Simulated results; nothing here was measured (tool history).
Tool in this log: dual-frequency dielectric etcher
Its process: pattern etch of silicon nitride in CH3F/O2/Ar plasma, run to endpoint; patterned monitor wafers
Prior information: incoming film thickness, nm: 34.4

run,hour,source power (W),bias power (W),endpoint time (s)
1,0.0,300,80,53.685
2,5.2,300,75,54.960
3,11.7,300,88,51.706
4,18.5,280,84,54.614
5,20.4,280,91,52.176
6,24.8,270,87,53.732

Run 7 comes next. What will it give?
7,30.0,260,83,?

{"run 7": {"endpoint time (s)": 55.958}}

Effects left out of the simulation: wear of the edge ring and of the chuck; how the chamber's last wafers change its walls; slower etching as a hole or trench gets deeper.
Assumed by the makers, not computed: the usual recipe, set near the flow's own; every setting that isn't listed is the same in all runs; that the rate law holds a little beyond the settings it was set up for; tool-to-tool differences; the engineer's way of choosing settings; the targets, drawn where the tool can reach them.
